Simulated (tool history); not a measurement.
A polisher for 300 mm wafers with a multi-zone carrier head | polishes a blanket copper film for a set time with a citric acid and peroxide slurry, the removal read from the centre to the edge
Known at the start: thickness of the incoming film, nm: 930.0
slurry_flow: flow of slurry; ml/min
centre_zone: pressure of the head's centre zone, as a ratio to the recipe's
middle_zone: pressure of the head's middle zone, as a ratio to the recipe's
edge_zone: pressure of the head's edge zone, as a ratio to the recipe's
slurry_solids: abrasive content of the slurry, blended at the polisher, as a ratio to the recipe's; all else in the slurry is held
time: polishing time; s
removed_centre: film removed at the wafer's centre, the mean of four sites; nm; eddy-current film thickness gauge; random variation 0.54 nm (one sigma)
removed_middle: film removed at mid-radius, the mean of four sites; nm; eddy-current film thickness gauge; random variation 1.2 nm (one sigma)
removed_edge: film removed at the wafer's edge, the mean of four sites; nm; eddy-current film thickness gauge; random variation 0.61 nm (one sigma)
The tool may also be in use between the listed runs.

| run | hour | slurry_flow | centre_zone | middle_zone | edge_zone | slurry_solids | time | removed_centre | removed_middle | removed_edge |
|---|---|---|---|---|---|---|---|---|---|---|
| 1 | 0.0 | 235 | 1.00 | 1.00 | 1.00 | 1.0 | 68 | 122.73 | 123.02 | 124.18 |
| 2 | 1.2 | 185 | 1.00 | 1.00 | 1.00 | 1.0 | 68 | 120.84 | 119.68 | 122.61 |
| 3 | 5.5 | 180 | 0.97 | 0.96 | 0.98 | 0.9 | 67 | 112.62 | 111.88 | 115.92 |
| 4 | 10.7 | 140 | 0.97 | 0.96 | 0.98 | 0.9 | 67 | 108.47 | 105.63 | 113.36 |
| 5 | 13.1 | 140 | 0.97 | 0.96 | 0.98 | 0.9 | 67 | 108.55 | 108.33 | 112.78 |
| 6 | 17.3 | 140 | 0.97 | 0.96 | 1.01 | 0.9 | 67 | 106.66 | 107.55 | 115.01 |

Run 7 comes next. What will it give?
| 7 | 20.2 | 140 | 0.95 | 0.93 | 1.00 | 0.8 | 67 | ? | ? | ? |

{"run 7": {"removed_centre": 101.58, "removed_middle": 102.99, "removed_edge": 110.43}}
